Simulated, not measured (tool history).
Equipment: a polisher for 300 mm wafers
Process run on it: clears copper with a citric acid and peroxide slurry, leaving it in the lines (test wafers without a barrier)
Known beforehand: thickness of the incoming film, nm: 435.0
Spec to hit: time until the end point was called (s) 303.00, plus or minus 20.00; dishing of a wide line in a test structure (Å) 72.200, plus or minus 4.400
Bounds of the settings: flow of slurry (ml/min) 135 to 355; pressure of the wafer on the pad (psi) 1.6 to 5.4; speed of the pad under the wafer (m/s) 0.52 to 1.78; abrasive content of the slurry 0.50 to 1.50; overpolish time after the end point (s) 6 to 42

run  hour  flow of slurry (ml/min)  pressure of the wafer on the pad (psi)  speed of the pad under the wafer (m/s)  abrasive content of the slurry  overpolish time after the end point (s)  time until the end point was called (s)  dishing of a wide line in a test structure (Å)
  1   0.0                      225                                     3.5                                    1.14                            1.00                                       21                                   158.36                                         444.750
  2   3.7                      220                                     3.1                                    1.04                            0.95                                       17                                   184.97                                         302.270
  3   9.7                      220                                     3.1                                    1.04                            0.85                                       17                                   194.28                                         301.020
  4  14.4                      220                                     3.1                                    1.04                            0.85                                       26                                   192.40                                         437.630
  5  21.2                      220                                     3.1                                    1.04                            0.65                                       26                                   199.15                                         421.420
  6  26.5                      220                                     3.1                                    1.04                            0.75                                       26                                   195.41                                         446.280
  7  27.4                      200                                     2.7                                    0.94                            0.80                                       21                                   241.95                                         303.360
  8  33.7                      235                                     2.4                                    0.88                            0.75                                       17                                   272.03                                         223.750
  9  36.2                      235                                     2.4                                    0.88                            0.75                                       17                                   269.36                                         212.820
 10  36.8                      265                                     2.2                                    0.86                            0.70                                       14                                   287.36                                         166.870
 11  45.7                      285                                     2.1                                    0.84                            0.65                                       12                                   308.48                                         132.480
 12  50.8                      300                                     2.0                                    0.86                            0.60                                       11                                   323.72                                         123.820
 13  54.3                      315                                     2.2                                    0.78                            0.60                                       10                                   321.59                                         112.300
 14  59.5                      325                                     2.4                                    0.72                            0.60                                        9                                   334.98                                          95.911
 15  60.1                      330                                     2.7                                    0.68                            0.60                                        8                                   326.89                                          87.291
 16  66.2                      335                                     2.9                                    0.66                            0.60                                        8                                   325.02                                          90.240

Next run, 4 choices. One meets every target within its allowed miss, the rest don't. Which?
  A  72.3                      350                                     1.9                                    0.76                            0.70                                       12                                        ?                                               ?
  B  72.3                      345                                     2.9                                    0.64                            0.70                                       11                                        ?                                               ?
  C  72.3                      320                                     1.9                                    0.88                            0.60                                       11                                        ?                                               ?
  D  72.3                      325                                     3.4                                    0.62                            0.55                                        6                                        ?                                               ?

move  time until the end point was called (s)  dishing of a wide line in a test structure (Å)
   A                                   347.34                                         119.590
   B                                   312.26                                         122.370
   C                                   313.64                                         121.310
   D                                   303.15                                          69.842
A: moves away from the targets compared with the last run
B: moves away from the targets compared with the last run
C: moves away from the targets compared with the last run
D: all results land within tolerance of their targets
D is the move that brings every result within its allowed miss.

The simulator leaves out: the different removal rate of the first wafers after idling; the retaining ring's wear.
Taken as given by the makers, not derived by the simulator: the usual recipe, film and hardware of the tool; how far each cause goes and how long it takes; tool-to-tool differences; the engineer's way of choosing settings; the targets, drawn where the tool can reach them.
